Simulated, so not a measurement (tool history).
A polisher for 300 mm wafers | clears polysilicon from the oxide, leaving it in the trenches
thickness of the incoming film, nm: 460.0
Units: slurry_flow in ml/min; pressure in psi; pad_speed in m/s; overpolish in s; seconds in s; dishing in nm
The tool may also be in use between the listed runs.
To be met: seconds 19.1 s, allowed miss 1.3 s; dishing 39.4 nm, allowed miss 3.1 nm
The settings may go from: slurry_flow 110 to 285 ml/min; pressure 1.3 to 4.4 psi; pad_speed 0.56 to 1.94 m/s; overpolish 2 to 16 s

| run | hour | slurry_flow | pressure | pad_speed | overpolish | seconds | dishing |
|---|---|---|---|---|---|---|---|
| 1 | 0 | 180 | 2.8 | 1.24 | 8 | 31.055 | 38.406 |
| 2 | 7.3 | 180 | 2.8 | 1.24 | 6 | 30.12 | 35.796 |
| 3 | 10.6 | 140 | 2.8 | 1.24 | 6 | 30.612 | 34.148 |
| 4 | 14.4 | 140 | 2.8 | 1.24 | 8 | 31.548 | 38.766 |
| 5 | 20.2 | 140 | 2.9 | 1.26 | 8 | 30.605 | 37.795 |
| 6 | 22.8 | 140 | 2.9 | 1.26 | 11 | 30.137 | 39.797 |
| 7 | 30.1 | 140 | 3 | 1.26 | 11 | 28.948 | 40.621 |
| 8 | 35.5 | 140 | 3.1 | 1.26 | 11 | 28.074 | 40.291 |
| 9 | 38.2 | 140 | 3.2 | 1.26 | 11 | 27.2 | 41.342 |
| 10 | 42.4 | 140 | 3.3 | 1.26 | 10 | 26.146 | 40.756 |
| 11 | 46.8 | 140 | 3.4 | 1.26 | 9 | 26.812 | 39.426 |
| 12 | 54.5 | 140 | 3.5 | 1.28 | 9 | 23.667 | 41.334 |
| 13 | 58 | 140 | 3.6 | 1.28 | 8 | 23.346 | 38.825 |
| 14 | 59.4 | 140 | 3.7 | 1.28 | 8 | 23.195 | 40.429 |
| 15 | 61.4 | 140 | 3.8 | 1.28 | 8 | 22.454 | 40.457 |
| 16 | 65.7 | 140 | 3.9 | 1.28 | 8 | 21.948 | 39.737 |
| 17 | 69.1 | 140 | 4 | 1.28 | 8 | 21.588 | 38.844 |

5 next moves are on the table. One of them brings every result within its allowed miss. Which?
| A | 72.5 | 115 | 4.4 | 1.54 | 5 | ? | ? |
| B | 72.5 | 150 | 4.3 | 1.6 | 5 | ? | ? |
| C | 72.5 | 150 | 4.2 | 1.32 | 6 | ? | ? |
| D | 72.5 | 135 | 4.3 | 1.14 | 8 | ? | ? |
| E | 72.5 | 140 | 4.2 | 1.64 | 5 | ? | ? |

| move | seconds | dishing |
|---|---|---|
| A | 16.801 | 36.985 |
| B | 15.558 | 37.417 |
| C | 19.203 | 37.267 |
| D | 22.12 | 37.952 |
| E | 15.766 | 37.347 |
A: takes the result that was furthest off past its target
B: takes the result that was furthest off past its target
C: meets every target
D: further off than the last run
E: takes the result that was furthest off past its target
The right move is C.
